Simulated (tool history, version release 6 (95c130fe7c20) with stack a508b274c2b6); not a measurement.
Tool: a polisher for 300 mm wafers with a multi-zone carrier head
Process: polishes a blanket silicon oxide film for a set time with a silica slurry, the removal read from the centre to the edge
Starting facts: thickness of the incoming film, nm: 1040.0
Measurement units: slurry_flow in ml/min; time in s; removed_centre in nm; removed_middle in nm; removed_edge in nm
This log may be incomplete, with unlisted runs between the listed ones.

run  hour  slurry_flow  centre_zone  middle_zone  edge_zone  slurry_solids  time  removed_centre  removed_middle  removed_edge
  1     0          200            1            1          1              1    75          180.97          183.12        179.57
  2   1.3          200            1            1          1            0.9    75          172.64          172.97        170.48
  3   6.3          200            1            1          1            0.9    65          151.18          151.14        146.79
  4  11.9          200            1            1          1            0.9    55          125.24          126.51        126.51
  5  12.5          210         1.02         1.01       1.02            0.9    55          130.99          130.18        127.57
  6    18          210         1.02         1.01       1.02            0.9    41          96.768          97.946         96.17
  7  20.8          210         1.03         1.01       1.03              1    43          107.92          106.11        105.95
  8  23.9          210         1.04         1.02       1.04           1.05    44          114.78          113.73        110.55

Forecast run 9:
  9  27.2          210         1.04         1.02       1.05            1.1    45               ?               ?             ?

removed_centre: 116.6 nm
removed_middle: 117.62 nm
removed_edge: 116.36 nm
